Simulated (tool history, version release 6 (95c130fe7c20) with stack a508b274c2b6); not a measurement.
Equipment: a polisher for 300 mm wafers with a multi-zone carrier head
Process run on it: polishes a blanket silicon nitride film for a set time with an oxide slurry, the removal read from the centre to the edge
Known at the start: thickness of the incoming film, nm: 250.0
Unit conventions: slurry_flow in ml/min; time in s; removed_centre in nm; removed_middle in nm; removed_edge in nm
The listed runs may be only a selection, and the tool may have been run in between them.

run 1 hour=0.0 | slurry_flow=195 centre_zone=1.00 middle_zone=1.00 edge_zone=1.00 slurry_solids=1.00 time=51 | removed_centre=26.726 removed_middle=27.376 removed_edge=28.041
run 2 hour=5.7 | slurry_flow=195 centre_zone=1.00 middle_zone=1.00 edge_zone=0.99 slurry_solids=0.95 time=50 | removed_centre=25.682 removed_middle=25.740 removed_edge=26.134
run 3 hour=6.8 | slurry_flow=195 centre_zone=1.05 middle_zone=1.00 edge_zone=0.99 slurry_solids=0.95 time=50 | removed_centre=27.415 removed_middle=26.737 removed_edge=26.047
run 4 hour=7.9 | slurry_flow=195 centre_zone=1.04 middle_zone=1.01 edge_zone=0.98 slurry_solids=0.90 time=49 | removed_centre=25.460 removed_middle=24.961 removed_edge=25.089
run 5 hour=9.8 | slurry_flow=195 centre_zone=1.04 middle_zone=1.01 edge_zone=0.98 slurry_solids=1.00 time=49 | removed_centre=26.752 removed_middle=26.420 removed_edge=26.007
run 6 hour=10.7 | slurry_flow=195 centre_zone=0.97 middle_zone=1.01 edge_zone=0.98 slurry_solids=1.00 time=49 | removed_centre=24.188 removed_middle=25.740 removed_edge=26.137
run 7 hour=15.1 | slurry_flow=195 centre_zone=0.97 middle_zone=1.02 edge_zone=0.96 slurry_solids=0.95 time=49 | removed_centre=24.864 removed_middle=25.751 removed_edge=25.567

Run 8 comes next. What will it give?
run 8 hour=20.6 | slurry_flow=195 centre_zone=0.96 middle_zone=1.03 edge_zone=0.95 slurry_solids=0.90 time=48 | removed_centre=? removed_middle=? removed_edge=?

removed_centre: 22.813 nm
removed_middle: 25.116 nm
removed_edge: 23.774 nm

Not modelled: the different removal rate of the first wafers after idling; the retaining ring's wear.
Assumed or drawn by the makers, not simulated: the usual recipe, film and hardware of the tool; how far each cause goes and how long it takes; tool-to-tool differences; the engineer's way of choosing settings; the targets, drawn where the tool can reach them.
